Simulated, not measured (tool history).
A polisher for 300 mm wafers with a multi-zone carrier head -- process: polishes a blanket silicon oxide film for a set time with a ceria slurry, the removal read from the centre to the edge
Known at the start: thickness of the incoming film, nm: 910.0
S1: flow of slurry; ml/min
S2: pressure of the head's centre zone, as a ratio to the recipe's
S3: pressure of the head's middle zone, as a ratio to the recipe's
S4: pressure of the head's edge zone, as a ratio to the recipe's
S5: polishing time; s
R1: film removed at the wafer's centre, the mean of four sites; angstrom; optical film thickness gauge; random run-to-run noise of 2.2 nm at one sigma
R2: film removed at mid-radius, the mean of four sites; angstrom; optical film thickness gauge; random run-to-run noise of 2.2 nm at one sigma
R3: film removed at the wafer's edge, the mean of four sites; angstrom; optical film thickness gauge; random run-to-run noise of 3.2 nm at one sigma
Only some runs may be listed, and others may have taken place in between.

Run 1, hour 0.0: S1 145 ml/min, S2 1.00, S3 1.00, S4 1.00, S5 66 s. Result: R1 3258.6 angstrom, R2 3258.0 angstrom, R3 3401.7 angstrom.
Run 2, hour 2.7: S1 170 ml/min, S2 1.00, S3 1.00, S4 1.00, S5 66 s. Result: R1 3318.6 angstrom, R2 3371.7 angstrom, R3 3460.9 angstrom.
Run 3, hour 7.3: S1 170 ml/min, S2 1.00, S3 1.07, S4 1.00, S5 66 s. Result: R1 3429.9 angstrom, R2 3576.3 angstrom, R3 3494.8 angstrom.
Run 4, hour 9.1: S1 170 ml/min, S2 0.95, S3 1.07, S4 1.00, S5 66 s. Result: R1 3260.7 angstrom, R2 3545.4 angstrom, R3 3460.5 angstrom.
Run 5, hour 16.5: S1 165 ml/min, S2 0.94, S3 1.04, S4 0.99, S5 63 s. Result: R1 3030.7 angstrom, R2 3260.8 angstrom, R3 3206.4 angstrom.
Run 6, hour 23.6: S1 160 ml/min, S2 0.92, S3 1.01, S4 0.99, S5 61 s. Result: R1 2845.0 angstrom, R2 3082.4 angstrom, R3 3146.7 angstrom.
Run 7, hour 25.3: S1 155 ml/min, S2 0.91, S3 0.99, S4 0.98, S5 58 s. Result: R1 2680.0 angstrom, R2 2858.3 angstrom, R3 3040.1 angstrom.
Run 8, hour 26.2: S1 155 ml/min, S2 0.90, S3 0.98, S4 0.97, S5 55 s. Result: R1 2530.9 angstrom, R2 2764.3 angstrom, R3 2878.4 angstrom.

What will run 9 give?
Run 9, hour 32.3: S1 155 ml/min, S2 0.90, S3 0.98, S4 0.97, S5 55 s. Result: R1 ?, R2 ?, R3 ?.

Run 9 gave R1 2486.4 angstrom, R2 2736.5 angstrom, R3 2766.2 angstrom.
